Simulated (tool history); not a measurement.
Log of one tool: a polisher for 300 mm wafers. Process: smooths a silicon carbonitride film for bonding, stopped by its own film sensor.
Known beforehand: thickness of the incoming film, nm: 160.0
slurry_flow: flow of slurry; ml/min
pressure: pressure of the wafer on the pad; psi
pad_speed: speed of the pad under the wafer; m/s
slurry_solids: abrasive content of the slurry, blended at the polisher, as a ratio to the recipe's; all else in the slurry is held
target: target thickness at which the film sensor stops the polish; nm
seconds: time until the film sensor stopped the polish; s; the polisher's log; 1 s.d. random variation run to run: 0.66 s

run,hour,slurry_flow,pressure,pad_speed,slurry_solids,target,seconds
1,0.0,235,2.6,1.08,1.0,146,35.788
2,3.7,235,2.3,1.06,1.0,146,41.339
3,10.4,235,2.3,1.06,1.0,147,38.990
4,17.4,235,2.1,1.06,1.0,147,41.316
5,24.0,235,2.5,1.06,1.0,147,35.464
6,31.9,235,2.2,1.04,1.0,147,40.954
7,38.1,235,2.0,1.04,1.0,147,45.041

What will run 8 give?
8,38.6,235,1.9,1.04,1.0,147,?

{"run 8": {"seconds": 46.599}}
